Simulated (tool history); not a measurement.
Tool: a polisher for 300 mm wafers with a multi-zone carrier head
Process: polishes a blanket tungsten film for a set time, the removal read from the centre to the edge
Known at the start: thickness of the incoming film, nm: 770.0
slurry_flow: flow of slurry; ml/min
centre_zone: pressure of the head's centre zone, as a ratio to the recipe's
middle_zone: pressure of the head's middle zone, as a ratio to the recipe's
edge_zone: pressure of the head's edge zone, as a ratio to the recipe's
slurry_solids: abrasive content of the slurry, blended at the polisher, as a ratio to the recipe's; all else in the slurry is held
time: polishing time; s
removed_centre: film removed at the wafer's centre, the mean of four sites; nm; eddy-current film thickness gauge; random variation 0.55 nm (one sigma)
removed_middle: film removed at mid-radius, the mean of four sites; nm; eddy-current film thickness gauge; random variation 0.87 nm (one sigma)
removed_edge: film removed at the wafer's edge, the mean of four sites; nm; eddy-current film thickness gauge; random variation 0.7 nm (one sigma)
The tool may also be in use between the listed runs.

| run | hour | slurry_flow | centre_zone | middle_zone | edge_zone | slurry_solids | time | removed_centre | removed_middle | removed_edge |
|---|---|---|---|---|---|---|---|---|---|---|
| 1 | 0.0 | 255 | 1.00 | 1.00 | 1.00 | 1.00 | 31 | 118.770 | 106.920 | 109.070 |
| 2 | 8.5 | 205 | 1.00 | 1.00 | 1.00 | 1.00 | 31 | 117.570 | 107.510 | 108.410 |
| 3 | 14.1 | 200 | 0.96 | 1.01 | 0.95 | 0.85 | 30 | 107.220 | 100.380 | 97.449 |
| 4 | 14.7 | 195 | 0.91 | 1.03 | 0.94 | 0.75 | 29 | 94.594 | 97.168 | 93.128 |
| 5 | 17.5 | 195 | 0.91 | 1.03 | 0.94 | 0.85 | 29 | 97.544 | 100.070 | 94.170 |
| 6 | 25.3 | 195 | 0.91 | 1.03 | 0.94 | 0.70 | 29 | 95.333 | 95.427 | 92.734 |
|  | 27.9 | centre zone pressure recalibrated |
| 7 | 27.9 | 190 | 0.88 | 1.03 | 0.90 | 0.65 | 29 | 84.241 | 93.842 | 88.838 |
| 8 | 32.3 | 185 | 0.90 | 1.03 | 0.87 | 0.65 | 29 | 85.185 | 91.794 | 87.480 |
| 9 | 40.4 | 185 | 0.91 | 1.05 | 0.85 | 0.65 | 29 | 86.287 | 95.482 | 85.828 |
| 10 | 45.5 | 185 | 0.91 | 1.05 | 0.84 | 0.65 | 29 | 87.273 | 95.296 | 85.479 |
| 11 | 46.5 | 185 | 0.91 | 1.05 | 0.83 | 0.65 | 29 | 86.200 | 93.624 | 86.717 |
| 12 | 52.5 | 180 | 0.92 | 1.06 | 0.82 | 0.60 | 29 | 84.806 | 94.543 | 82.770 |
| 13 | 56.2 | 175 | 0.92 | 1.05 | 0.82 | 0.60 | 29 | 85.671 | 95.068 | 85.222 |
| 14 | 63.4 | 190 | 0.92 | 1.05 | 0.82 | 0.55 | 29 | 84.776 | 94.015 | 82.610 |
| 15 | 70.3 | 190 | 0.92 | 1.05 | 0.82 | 0.55 | 29 | 84.363 | 92.451 | 83.343 |

The next listed run, before its measurement:
| 16 | 71.8 | 190 | 0.92 | 1.05 | 0.82 | 0.55 | 29 | ? | ? | ? |

removed_centre: 85.400 nm
removed_middle: 92.713 nm
removed_edge: 83.736 nm
